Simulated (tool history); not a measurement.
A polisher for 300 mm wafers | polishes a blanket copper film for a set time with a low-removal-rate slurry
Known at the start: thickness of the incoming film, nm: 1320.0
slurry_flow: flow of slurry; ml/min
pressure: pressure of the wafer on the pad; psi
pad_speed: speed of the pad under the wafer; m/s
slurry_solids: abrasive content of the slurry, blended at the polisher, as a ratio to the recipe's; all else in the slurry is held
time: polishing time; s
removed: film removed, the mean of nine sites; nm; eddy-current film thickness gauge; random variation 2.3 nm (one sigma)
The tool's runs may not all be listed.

Run 1, hour 0: slurry_flow 255 ml/min, pressure 3.3 psi, pad_speed 0.9 m/s, slurry_solids 1, time 49 s. Result: removed 152.64 nm.
Run 2, hour 6.2: slurry_flow 255 ml/min, pressure 3.5 psi, pad_speed 0.9 m/s, slurry_solids 1, time 49 s. Result: removed 162.42 nm.
Run 3, hour 14.1: slurry_flow 255 ml/min, pressure 4 psi, pad_speed 0.9 m/s, slurry_solids 1, time 49 s. Result: removed 188.37 nm.
Run 4, hour 17.3: slurry_flow 255 ml/min, pressure 3.7 psi, pad_speed 0.9 m/s, slurry_solids 1, time 49 s. Result: removed 173.71 nm.
Run 5, hour 25.6: slurry_flow 255 ml/min, pressure 3.7 psi, pad_speed 0.9 m/s, slurry_solids 0.8, time 49 s. Result: removed 162.96 nm.
Run 6, hour 27.5: slurry_flow 255 ml/min, pressure 3.9 psi, pad_speed 0.9 m/s, slurry_solids 0.8, time 49 s. Result: removed 167.68 nm.
Run 7, hour 33: slurry_flow 255 ml/min, pressure 4 psi, pad_speed 0.9 m/s, slurry_solids 0.8, time 49 s. Result: removed 174.16 nm.

Run 8 comes next. What will it give?
Run 8, hour 33.7: slurry_flow 255 ml/min, pressure 4.1 psi, pad_speed 0.9 m/s, slurry_solids 0.8, time 49 s. Result: removed ?.

Run 8 gave removed 178.14 nm.

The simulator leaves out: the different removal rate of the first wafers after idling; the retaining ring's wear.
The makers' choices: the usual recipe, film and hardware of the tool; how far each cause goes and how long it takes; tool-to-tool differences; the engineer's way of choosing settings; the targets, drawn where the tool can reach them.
